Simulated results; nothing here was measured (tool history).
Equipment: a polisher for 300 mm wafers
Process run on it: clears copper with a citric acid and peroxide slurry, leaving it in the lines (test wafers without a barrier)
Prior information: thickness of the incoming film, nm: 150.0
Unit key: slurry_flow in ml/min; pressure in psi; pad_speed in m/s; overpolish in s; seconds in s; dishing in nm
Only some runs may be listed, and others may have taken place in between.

Run 1, hour 0: slurry_flow 240 ml/min, pressure 2.7 psi, pad_speed 0.96 m/s, slurry_solids 1, overpolish 13 s. Result: seconds 92.809 s, dishing 15.233 nm.
Run 2, hour 7.7: slurry_flow 240 ml/min, pressure 2.7 psi, pad_speed 0.96 m/s, slurry_solids 1, overpolish 14 s. Result: seconds 89.733 s, dishing 15.933 nm.
Run 3, hour 13.6: slurry_flow 240 ml/min, pressure 2.7 psi, pad_speed 0.8 m/s, slurry_solids 1, overpolish 14 s. Result: seconds 109.44 s, dishing 14.331 nm.
Run 4, hour 19.9: slurry_flow 240 ml/min, pressure 2.7 psi, pad_speed 0.8 m/s, slurry_solids 1.2, overpolish 14 s. Result: seconds 102.62 s, dishing 14.617 nm.
Run 5, hour 22.7: slurry_flow 240 ml/min, pressure 2.8 psi, pad_speed 0.8 m/s, slurry_solids 1.2, overpolish 15 s. Result: seconds 101.98 s, dishing 15.763 nm.
Run 6, hour 30.2: slurry_flow 240 ml/min, pressure 2.9 psi, pad_speed 0.8 m/s, slurry_solids 1.2, overpolish 16 s. Result: seconds 99.482 s, dishing 17.264 nm.
Run 7, hour 36: slurry_flow 240 ml/min, pressure 3 psi, pad_speed 0.8 m/s, slurry_solids 1.2, overpolish 16 s. Result: seconds 94.93 s, dishing 17.177 nm.
Run 8, hour 42.7: slurry_flow 240 ml/min, pressure 3 psi, pad_speed 0.8 m/s, slurry_solids 1.2, overpolish 17 s. Result: seconds 98.382 s, dishing 18.168 nm.

Run 9 is up next; what results do you expect?
Run 9, hour 44.1: slurry_flow 240 ml/min, pressure 3.1 psi, pad_speed 0.8 m/s, slurry_solids 1.2, overpolish 17 s. Result: seconds ?, dishing ?.

seconds: 97.012 s
dishing: 18.441 nm

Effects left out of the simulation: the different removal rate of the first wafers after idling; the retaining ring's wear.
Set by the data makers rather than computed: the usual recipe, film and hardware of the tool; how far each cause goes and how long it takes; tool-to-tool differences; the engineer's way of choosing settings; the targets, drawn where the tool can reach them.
